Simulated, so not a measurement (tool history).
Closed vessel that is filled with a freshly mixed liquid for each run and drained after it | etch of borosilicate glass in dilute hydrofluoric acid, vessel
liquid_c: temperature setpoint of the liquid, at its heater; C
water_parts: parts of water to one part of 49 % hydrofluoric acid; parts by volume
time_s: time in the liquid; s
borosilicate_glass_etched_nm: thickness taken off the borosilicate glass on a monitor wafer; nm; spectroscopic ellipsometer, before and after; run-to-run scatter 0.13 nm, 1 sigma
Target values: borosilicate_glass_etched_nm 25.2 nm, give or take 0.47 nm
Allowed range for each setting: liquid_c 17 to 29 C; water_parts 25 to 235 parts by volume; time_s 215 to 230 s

{"run": 1, "hour": 0.0, "liquid_c": 21, "water_parts": 130, "time_s": 215, "borosilicate_glass_etched_nm": 31.777}
{"run": 2, "hour": 6.3, "liquid_c": 21, "water_parts": 130, "time_s": 215, "borosilicate_glass_etched_nm": 31.617}
{"run": 3, "hour": 9.1, "liquid_c": 21, "water_parts": 150, "time_s": 215, "borosilicate_glass_etched_nm": 26.937}
{"run": 4, "hour": 16.8, "liquid_c": 21, "water_parts": 125, "time_s": 215, "borosilicate_glass_etched_nm": 33.202}
{"run": 5, "hour": 18.0, "liquid_c": 21, "water_parts": 95, "time_s": 215, "borosilicate_glass_etched_nm": 45.14}
{"run": 6, "hour": 24.4, "liquid_c": 20.5, "water_parts": 100, "time_s": 215, "borosilicate_glass_etched_nm": 41.771}
{"run": 7, "hour": 32.4, "liquid_c": 20, "water_parts": 105, "time_s": 215, "borosilicate_glass_etched_nm": 38.739}
{"run": 8, "hour": 37.7, "liquid_c": 17, "water_parts": 145, "time_s": 215, "borosilicate_glass_etched_nm": 24.011}

Exercise: of the 4 proposed moves below, exactly one satisfies all targets within the stated allowed misses. Which move is it?
{"run": "A", "hour": 43.0, "liquid_c": 17, "water_parts": 135, "time_s": 220, "borosilicate_glass_etched_nm": "?"}
{"run": "B", "hour": 43.0, "liquid_c": 18.5, "water_parts": 145, "time_s": 215, "borosilicate_glass_etched_nm": "?"}
{"run": "C", "hour": 43.0, "liquid_c": 17, "water_parts": 135, "time_s": 215, "borosilicate_glass_etched_nm": "?"}
{"run": "D", "hour": 43.0, "liquid_c": 17, "water_parts": 140, "time_s": 230, "borosilicate_glass_etched_nm": "?"}

move=A borosilicate_glass_etched_nm=26.46
move=B borosilicate_glass_etched_nm=25.345
move=C borosilicate_glass_etched_nm=25.859
move=D borosilicate_glass_etched_nm=26.544
A: the result that was furthest off in the last run now lies on the other side of its target
B: meets every target
C: the result that was furthest off in the last run now lies on the other side of its target
D: the result that was furthest off in the last run now lies on the other side of its target
Answer: B
